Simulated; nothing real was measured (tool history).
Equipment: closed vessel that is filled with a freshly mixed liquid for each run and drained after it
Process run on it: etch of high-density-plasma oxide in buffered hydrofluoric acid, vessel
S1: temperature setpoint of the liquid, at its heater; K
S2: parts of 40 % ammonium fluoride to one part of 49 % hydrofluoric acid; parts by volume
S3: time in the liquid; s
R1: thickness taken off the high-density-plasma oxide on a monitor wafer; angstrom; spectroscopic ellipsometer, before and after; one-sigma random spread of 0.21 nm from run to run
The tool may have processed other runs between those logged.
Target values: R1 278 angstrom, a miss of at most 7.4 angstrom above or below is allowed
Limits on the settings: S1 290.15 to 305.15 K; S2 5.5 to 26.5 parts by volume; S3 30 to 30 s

run 1 hour=0 | S1=297.15 S2=16 S3=30 | R1=308.44
run 2 hour=5.2 | S1=300.15 S2=16 S3=30 | R1=359.53
run 3 hour=13.2 | S1=300.15 S2=13 S3=30 | R1=447.45
run 4 hour=19.1 | S1=300.15 S2=13 S3=30 | R1=452.33
run 5 hour=21.1 | S1=300.15 S2=13 S3=30 | R1=449.77
run 6 hour=29 | S1=298.65 S2=13 S3=30 | R1=410.92
run 7 hour=34.9 | S1=297.65 S2=13 S3=30 | R1=393.75
run 8 hour=36.2 | S1=296.65 S2=13 S3=30 | R1=370.69
run 9 hour=41.2 | S1=295.65 S2=13 S3=30 | R1=355.27
run 10 hour=45.7 | S1=295.15 S2=13 S3=30 | R1=339.01
run 11 hour=47 | S1=294.65 S2=13 S3=30 | R1=337.47
run 12 hour=49.2 | S1=290.65 S2=13 S3=30 | R1=264.19

Which of these 4 next moves meets every target?
run A hour=51.4 | S1=290.65 S2=14 S3=30 | R1=?
run B hour=51.4 | S1=290.65 S2=12.5 S3=30 | R1=?
run C hour=51.4 | S1=291.15 S2=13.5 S3=30 | R1=?
run D hour=51.4 | S1=290.15 S2=13.5 S3=30 | R1=?

move=A R1=244.62
move=B R1=273.39
move=C R1=260.83
move=D R1=246.38
A: misses by more than the last run did
B: every result lands within tolerance
C: misses by more than the last run did
D: misses by more than the last run did
Correct choice: B, which meets every target
